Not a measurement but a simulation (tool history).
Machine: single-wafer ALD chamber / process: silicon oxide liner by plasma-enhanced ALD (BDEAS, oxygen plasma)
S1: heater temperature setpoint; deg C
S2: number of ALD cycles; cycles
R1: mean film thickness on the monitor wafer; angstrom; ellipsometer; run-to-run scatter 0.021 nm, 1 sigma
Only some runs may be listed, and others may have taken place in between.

run,day,S1,S2,R1
1,0,325,62,62.22
2,0.067,325,61,61.474
3,0.117,325,60,60.956
4,0.233,325,53,53.492
5,0.346,327,51,50.892
6,0.558,327,43,43.027
7,0.612,326,44,44.1
8,0.758,325,45,45.501
9,0.921,323,45,45.294

What will run 10 give?
10,0.979,322,48,?

{"run 10": {"R1": 48.673}}
